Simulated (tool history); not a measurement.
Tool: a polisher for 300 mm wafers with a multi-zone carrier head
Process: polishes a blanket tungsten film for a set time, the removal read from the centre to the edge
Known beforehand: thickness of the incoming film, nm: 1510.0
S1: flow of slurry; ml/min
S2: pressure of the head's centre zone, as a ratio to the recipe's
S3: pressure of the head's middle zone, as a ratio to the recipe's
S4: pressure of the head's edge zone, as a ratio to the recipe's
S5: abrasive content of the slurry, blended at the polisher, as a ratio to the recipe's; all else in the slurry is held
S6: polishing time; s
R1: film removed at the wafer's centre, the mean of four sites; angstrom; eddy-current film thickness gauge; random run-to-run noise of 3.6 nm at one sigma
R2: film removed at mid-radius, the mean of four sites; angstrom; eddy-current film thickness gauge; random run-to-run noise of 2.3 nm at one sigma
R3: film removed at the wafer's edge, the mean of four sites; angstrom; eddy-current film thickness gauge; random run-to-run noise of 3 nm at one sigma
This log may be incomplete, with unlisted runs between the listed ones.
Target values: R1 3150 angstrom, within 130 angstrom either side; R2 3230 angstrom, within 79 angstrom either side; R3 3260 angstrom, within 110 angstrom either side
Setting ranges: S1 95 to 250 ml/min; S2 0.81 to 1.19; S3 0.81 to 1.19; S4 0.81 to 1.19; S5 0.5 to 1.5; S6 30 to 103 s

Run 1, hour 0: S1 160 ml/min, S2 1, S3 1, S4 1, S5 1, S6 66 s. Result: R1 2009.6 angstrom, R2 2058.4 angstrom, R3 2155.7 angstrom.
Run 2, hour 3: S1 160 ml/min, S2 1, S3 1.06, S4 1, S5 1, S6 66 s. Result: R1 2014.1 angstrom, R2 2166.3 angstrom, R3 2180.1 angstrom.
Run 3, hour 11.2: S1 175 ml/min, S2 1.04, S3 1.09, S4 1.05, S5 1.15, S6 69 s. Result: R1 2332.4 angstrom, R2 2424.9 angstrom, R3 2380.7 angstrom.
Run 4, hour 12.4: S1 175 ml/min, S2 1.04, S3 1.09, S4 1, S5 1.15, S6 69 s. Result: R1 2329.2 angstrom, R2 2400.7 angstrom, R3 2350.9 angstrom.
Run 5, hour 17.3: S1 180 ml/min, S2 1.03, S3 1.09, S4 1.04, S5 1.25, S6 74 s. Result: R1 2482.8 angstrom, R2 2673.1 angstrom, R3 2641.6 angstrom.
Run 6, hour 23.1: S1 155 ml/min, S2 1.03, S3 1.09, S4 1.04, S5 1.25, S6 74 s. Result: R1 2438.1 angstrom, R2 2530.9 angstrom, R3 2534.8 angstrom.
Run 7, hour 31: S1 180 ml/min, S2 1.05, S3 1.09, S4 1.07, S5 1.35, S6 76 s. Result: R1 2621.6 angstrom, R2 2765.3 angstrom, R3 2742.8 angstrom.
Run 8, hour 39.2: S1 195 ml/min, S2 1.07, S3 1.08, S4 1.09, S5 1.4, S6 78 s. Result: R1 2892.3 angstrom, R2 2857.1 angstrom, R3 2915.7 angstrom.
Run 9, hour 46.8: S1 210 ml/min, S2 1.07, S3 1.09, S4 1.11, S5 1.45, S6 79 s. Result: R1 2998.1 angstrom, R2 3003.7 angstrom, R3 2991.4 angstrom.
Run 10, hour 54.4: S1 215 ml/min, S2 1.06, S3 1.09, S4 1.13, S5 1.45, S6 80 s. Result: R1 3034.1 angstrom, R2 3098.5 angstrom, R3 3073.5 angstrom.
Run 11, hour 60.5: S1 215 ml/min, S2 1.06, S3 1.09, S4 1.13, S5 1.45, S6 80 s. Result: R1 3053.9 angstrom, R2 3037.4 angstrom, R3 3086.8 angstrom.
Run 12, hour 65.4: S1 220 ml/min, S2 1.05, S3 1.1, S4 1.14, S5 1.45, S6 81 s. Result: R1 3067.2 angstrom, R2 3141.5 angstrom, R3 3127.6 angstrom.
Run 13, hour 67.9: S1 225 ml/min, S2 1.05, S3 1.1, S4 1.15, S5 1.45, S6 81 s. Result: R1 3023.9 angstrom, R2 3131.5 angstrom, R3 3153.1 angstrom.
At hour 69.3: slurry nozzle cleaned.
Run 14, hour 69.3: S1 240 ml/min, S2 1.08, S3 1.11, S4 1.18, S5 1.5, S6 81 s. Result: R1 3438.1 angstrom, R2 3403 angstrom, R3 3374.4 angstrom.
Run 15, hour 72.5: S1 230 ml/min, S2 1.07, S3 1.11, S4 1.18, S5 1.5, S6 81 s. Result: R1 3340.7 angstrom, R2 3403.6 angstrom, R3 3385.5 angstrom.
Run 16, hour 77.7: S1 230 ml/min, S2 1.06, S3 1.1, S4 1.17, S5 1.5, S6 81 s. Result: R1 3372.4 angstrom, R2 3358.5 angstrom, R3 3340.4 angstrom.

Of the 4 settings listed for the next run, only one would bring every result within its allowed miss of target. Which one?
Run A, hour 82.9: S1 215 ml/min, S2 1.06, S3 1, S4 1.19, S5 1.4, S6 85 s. Result: R1 ?, R2 ?, R3 ?.
Run B, hour 82.9: S1 240 ml/min, S2 1.03, S3 1.07, S4 1.14, S5 1.35, S6 81 s. Result: R1 ?, R2 ?, R3 ?.
Run C, hour 82.9: S1 160 ml/min, S2 0.93, S3 1.16, S4 1.18, S5 1.05, S6 92 s. Result: R1 ?, R2 ?, R3 ?.
Run D, hour 82.9: S1 235 ml/min, S2 1.09, S3 1.08, S4 1.17, S5 1.45, S6 74 s. Result: R1 ?, R2 ?, R3 ?.

move      R1      R2      R3
   A  3456.3  3217.7  3436.6
   B  3232.9  3260.3  3224.1
   C  2956.8  3551.4  3395.4
   D  3157.7  3029.8  3011.8
A: lands further from the targets than the last run did
B: every result within its allowed miss
C: pushes the last run's worst result past its target
D: puts the biggest miss on target and leaves a different result outside tolerance
Go with B: it meets all targets.

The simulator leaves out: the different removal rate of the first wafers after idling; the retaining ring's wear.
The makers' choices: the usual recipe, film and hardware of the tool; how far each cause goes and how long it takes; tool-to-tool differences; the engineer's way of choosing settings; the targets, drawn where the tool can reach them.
